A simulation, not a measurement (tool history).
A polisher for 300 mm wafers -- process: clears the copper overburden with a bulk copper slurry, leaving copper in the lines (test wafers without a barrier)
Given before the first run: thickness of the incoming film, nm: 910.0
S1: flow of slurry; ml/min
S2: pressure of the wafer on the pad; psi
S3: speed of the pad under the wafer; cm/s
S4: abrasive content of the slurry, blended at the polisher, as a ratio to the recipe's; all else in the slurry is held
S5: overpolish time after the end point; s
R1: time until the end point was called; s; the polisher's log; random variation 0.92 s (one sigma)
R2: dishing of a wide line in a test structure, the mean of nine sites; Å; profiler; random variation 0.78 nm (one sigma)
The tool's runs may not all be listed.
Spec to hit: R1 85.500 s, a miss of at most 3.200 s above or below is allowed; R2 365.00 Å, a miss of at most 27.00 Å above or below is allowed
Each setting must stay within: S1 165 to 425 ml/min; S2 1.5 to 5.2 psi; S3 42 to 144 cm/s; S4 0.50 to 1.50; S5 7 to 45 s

run,hour,S1,S2,S3,S4,S5,R1,R2
1,0.0,275,3.3,92,1.00,23,80.136,513.34
2,7.1,275,3.3,92,0.90,23,84.687,530.48
3,11.5,275,2.9,94,1.10,18,87.123,483.93
4,13.4,275,2.7,98,1.20,15,88.074,464.00
5,15.3,220,2.7,98,1.20,15,90.595,466.33
6,18.8,220,2.1,98,1.20,15,115.750,401.73
7,19.7,205,2.1,112,1.10,13,104.260,412.92
8,26.0,280,2.2,112,1.35,7,93.611,319.35
9,33.8,280,2.3,112,1.35,8,89.013,356.28

Which one of the following 4 next-run settings gets every result inside its allowed miss? There is exactly one.
A,41.6,290,2.2,112,1.40,10,?,?
B,41.6,425,1.9,124,1.50,10,?,?
C,41.6,385,2.4,98,1.45,7,?,?
D,41.6,275,2.4,112,1.40,8,?,?

move,R1,R2
A,91.650,377.15
B,91.634,373.64
C,93.521,309.23
D,84.630,352.94
A: misses by more than the last run did
B: misses by more than the last run did
C: misses by more than the last run did
D: all results land within tolerance of their targets
D is the move that brings every result within its allowed miss.

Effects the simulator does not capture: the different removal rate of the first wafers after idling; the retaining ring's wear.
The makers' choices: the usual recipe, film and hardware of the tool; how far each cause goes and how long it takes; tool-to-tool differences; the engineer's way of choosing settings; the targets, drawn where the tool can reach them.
